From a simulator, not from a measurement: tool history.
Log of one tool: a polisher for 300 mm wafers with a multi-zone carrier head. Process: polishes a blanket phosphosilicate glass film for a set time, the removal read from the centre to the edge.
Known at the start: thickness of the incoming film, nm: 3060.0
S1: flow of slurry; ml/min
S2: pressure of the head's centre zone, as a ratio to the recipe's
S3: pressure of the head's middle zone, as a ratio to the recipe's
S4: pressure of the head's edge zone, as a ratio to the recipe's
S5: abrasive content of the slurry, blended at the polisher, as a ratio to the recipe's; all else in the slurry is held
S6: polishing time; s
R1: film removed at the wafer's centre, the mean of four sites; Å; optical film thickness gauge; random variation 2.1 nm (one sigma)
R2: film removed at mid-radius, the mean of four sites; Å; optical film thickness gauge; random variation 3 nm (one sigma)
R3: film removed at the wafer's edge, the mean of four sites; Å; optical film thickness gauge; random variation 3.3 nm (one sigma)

run	hour	S1	S2	S3	S4	S5	S6	R1	R2	R3
1	0	280	1	1	1	1	32	2875.4	2748.7	2807.8
2	8.2	275	0.99	1	1.01	1	32	2803.9	2657.8	2848.4
3	15.3	270	0.98	1.01	1.01	1	32	2790.1	2759	2781.2
4	17.6	270	0.98	1.01	1.01	1	36	3115	3041.2	3073.1
5	19.9	265	0.96	1	1.01	1	36	3057.9	3048.5	3163.7
6	21.4	265	0.9	1	1.01	1	36	2874.6	3086	3082.8

Forecast run 7:
7	29.5	260	0.89	0.99	1.01	1	36	?	?	?

Run 7 gave R1 2836.6 Å, R2 3041.9 Å, R3 3140.6 Å.
